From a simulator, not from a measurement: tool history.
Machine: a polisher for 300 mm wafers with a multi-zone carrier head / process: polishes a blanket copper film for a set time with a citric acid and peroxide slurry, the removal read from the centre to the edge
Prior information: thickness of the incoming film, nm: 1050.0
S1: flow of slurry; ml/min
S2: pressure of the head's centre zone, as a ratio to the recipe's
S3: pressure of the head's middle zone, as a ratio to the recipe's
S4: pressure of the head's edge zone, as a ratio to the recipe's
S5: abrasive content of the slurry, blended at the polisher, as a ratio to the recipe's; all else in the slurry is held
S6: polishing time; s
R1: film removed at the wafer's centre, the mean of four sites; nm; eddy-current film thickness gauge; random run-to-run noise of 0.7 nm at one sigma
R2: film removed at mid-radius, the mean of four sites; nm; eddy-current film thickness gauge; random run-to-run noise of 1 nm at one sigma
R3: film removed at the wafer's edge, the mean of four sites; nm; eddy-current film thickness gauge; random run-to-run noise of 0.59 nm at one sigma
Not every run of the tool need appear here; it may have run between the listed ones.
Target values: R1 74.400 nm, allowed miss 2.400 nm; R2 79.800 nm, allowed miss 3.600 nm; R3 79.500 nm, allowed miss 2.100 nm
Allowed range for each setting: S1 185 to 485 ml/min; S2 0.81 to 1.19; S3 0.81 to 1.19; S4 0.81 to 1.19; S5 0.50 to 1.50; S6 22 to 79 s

run 1 hour=0.0 | S1=310 S2=1.00 S3=1.00 S4=1.00 S5=1.00 S6=50 | R1=69.997 R2=66.015 R3=63.606
run 2 hour=5.1 | S1=310 S2=0.99 S3=1.01 S4=1.02 S5=1.05 S6=50 | R1=71.300 R2=67.226 R3=65.714
run 3 hour=9.2 | S1=310 S2=0.99 S3=1.01 S4=1.02 S5=1.05 S6=57 | R1=78.571 R2=78.327 R3=74.828
run 4 hour=15.9 | S1=310 S2=0.99 S3=1.01 S4=1.02 S5=0.85 S6=57 | R1=75.559 R2=72.140 R3=70.603
run 5 hour=21.8 | S1=315 S2=0.98 S3=1.02 S4=1.04 S5=0.85 S6=57 | R1=73.640 R2=71.591 R3=69.705
run 6 hour=27.5 | S1=310 S2=0.97 S3=1.02 S4=1.05 S5=0.90 S6=57 | R1=74.981 R2=75.328 R3=72.157
run 7 hour=29.6 | S1=310 S2=0.96 S3=1.01 S4=1.06 S5=0.90 S6=57 | R1=74.982 R2=72.705 R3=72.374
-- hour=31.7 centre zone pressure recalibrated
run 8 hour=31.7 | S1=310 S2=0.96 S3=1.01 S4=1.06 S5=0.90 S6=57 | R1=68.428 R2=72.086 R3=71.983
run 9 hour=36.5 | S1=315 S2=0.96 S3=1.01 S4=1.07 S5=0.95 S6=57 | R1=71.220 R2=74.611 R3=73.702
run 10 hour=41.0 | S1=315 S2=0.96 S3=1.01 S4=1.08 S5=0.95 S6=57 | R1=70.417 R2=71.983 R3=75.111
run 11 hour=49.4 | S1=315 S2=0.96 S3=1.01 S4=1.08 S5=0.95 S6=57 | R1=68.759 R2=74.221 R3=73.805
run 12 hour=55.9 | S1=315 S2=0.97 S3=1.01 S4=1.08 S5=0.95 S6=57 | R1=70.759 R2=75.371 R3=74.208
run 13 hour=56.9 | S1=315 S2=0.99 S3=0.99 S4=1.08 S5=1.05 S6=57 | R1=75.806 R2=74.478 R3=77.146
run 14 hour=59.8 | S1=315 S2=0.99 S3=1.00 S4=1.08 S5=1.05 S6=57 | R1=74.328 R2=77.251 R3=76.800

Pick the move, out of 5, that brings all results within their allowed miss; only one does.
run A hour=62.7 | S1=310 S2=1.05 S3=1.19 S4=1.05 S5=1.30 S6=53 | R1=? R2=? R3=?
run B hour=62.7 | S1=215 S2=0.98 S3=1.05 S4=1.13 S5=1.10 S6=59 | R1=? R2=? R3=?
run C hour=62.7 | S1=310 S2=1.07 S3=0.94 S4=1.01 S5=0.95 S6=58 | R1=? R2=? R3=?
run D hour=62.7 | S1=320 S2=1.01 S3=1.00 S4=1.04 S5=1.40 S6=51 | R1=? R2=? R3=?
run E hour=62.7 | S1=320 S2=1.00 S3=1.07 S4=1.14 S5=1.10 S6=61 | R1=? R2=? R3=?

move=A R1=79.808 R2=86.989 R3=74.163
move=B R1=75.444 R2=79.594 R3=79.034
move=C R1=80.563 R2=70.607 R3=72.551
move=D R1=75.631 R2=73.969 R3=72.984
move=E R1=83.271 R2=87.072 R3=84.576
A: misses by more than the last run did
B: all results land within tolerance of their targets
C: misses by more than the last run did
D: misses by more than the last run did
E: carries the result that was furthest off beyond its target, to the other side
B is the move that brings every result within its allowed miss.
